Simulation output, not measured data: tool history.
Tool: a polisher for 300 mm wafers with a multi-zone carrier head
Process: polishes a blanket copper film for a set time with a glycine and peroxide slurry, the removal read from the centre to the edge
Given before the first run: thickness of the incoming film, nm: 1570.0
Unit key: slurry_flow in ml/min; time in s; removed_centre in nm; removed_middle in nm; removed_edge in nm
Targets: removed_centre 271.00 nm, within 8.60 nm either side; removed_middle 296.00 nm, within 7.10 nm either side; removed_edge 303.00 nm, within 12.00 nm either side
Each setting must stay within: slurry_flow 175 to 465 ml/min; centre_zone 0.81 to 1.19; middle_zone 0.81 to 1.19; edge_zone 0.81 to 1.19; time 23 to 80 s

run,hour,slurry_flow,centre_zone,middle_zone,edge_zone,time,removed_centre,removed_middle,removed_edge
1,0.0,295,1.00,1.00,1.00,51,240.56,243.94,239.23
2,8.2,295,1.00,1.00,1.00,41,191.43,195.89,196.35
3,12.8,300,0.99,1.01,1.05,46,219.56,218.59,220.39
4,14.6,250,0.99,1.01,1.05,46,212.10,217.78,218.80
5,19.3,250,0.99,1.01,1.05,57,262.28,270.00,266.97
6,22.5,260,0.97,1.02,1.08,58,261.50,277.55,282.47
7,28.6,275,0.97,1.03,1.09,58,267.60,283.19,283.65
8,35.6,285,0.96,1.04,1.11,58,260.99,283.83,289.09
9,39.6,295,0.96,1.05,1.12,58,266.49,290.85,290.91
10,45.6,300,0.96,1.05,1.13,58,266.59,290.64,286.20

Below are 4 possible settings for the next run. Only one of them brings all results inside the allowed miss of their targets. Which is it?
A,51.6,240,0.82,1.04,1.18,64,?,?,?
B,51.6,290,0.92,1.01,1.09,62,?,?,?
C,51.6,225,0.86,1.02,1.09,63,?,?,?
D,51.6,200,0.81,1.01,1.13,67,?,?,?

move,removed_centre,removed_middle,removed_edge
A,250.10,310.63,318.77
B,272.66,299.76,301.39
C,253.59,298.30,299.49
D,252.09,309.50,320.48
A: pushes the last run's worst result past its target
B: all results land within tolerance of their targets
C: the worst result of the last run now meets its target, but another is out of spec
D: pushes the last run's worst result past its target
Correct choice: B, which meets every target
